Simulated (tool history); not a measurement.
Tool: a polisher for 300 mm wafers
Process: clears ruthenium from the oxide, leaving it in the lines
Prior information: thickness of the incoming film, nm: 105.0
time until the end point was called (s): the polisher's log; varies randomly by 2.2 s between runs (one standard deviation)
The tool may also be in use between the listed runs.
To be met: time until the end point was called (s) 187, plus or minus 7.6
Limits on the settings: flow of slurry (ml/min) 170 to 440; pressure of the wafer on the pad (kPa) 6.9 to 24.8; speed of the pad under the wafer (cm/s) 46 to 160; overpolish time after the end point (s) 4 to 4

run,hour,flow of slurry (ml/min),pressure of the wafer on the pad (kPa),speed of the pad under the wafer (cm/s),overpolish time after the end point (s),time until the end point was called (s)
1,0,280,15.9,102,4,75.877
2,8.7,280,13.8,102,4,90.413
3,13.4,235,13.8,102,4,90.865
4,15.4,235,13.8,116,4,79.933
5,16.8,230,12.4,108,4,97.093
6,21.5,230,11,102,4,113.73
7,26.9,225,6.9,76,4,239.16
8,35.8,225,7.6,76,4,215.59
9,38.7,225,8.3,76,4,196.6

Which single option among these 4 for the next run brings every result within its allowed miss of target? Just one does.
A,41.6,210,9,74,4,?
B,41.6,170,8.3,76,4,?
C,41.6,195,9,66,4,?
D,41.6,170,7.6,80,4,?

move,time until the end point was called (s)
A,187.68
B,201.61
C,210.92
D,208.3
A: meets every target
B: moves away from the targets compared with the last run
C: moves away from the targets compared with the last run
D: moves away from the targets compared with the last run
A meets every target.

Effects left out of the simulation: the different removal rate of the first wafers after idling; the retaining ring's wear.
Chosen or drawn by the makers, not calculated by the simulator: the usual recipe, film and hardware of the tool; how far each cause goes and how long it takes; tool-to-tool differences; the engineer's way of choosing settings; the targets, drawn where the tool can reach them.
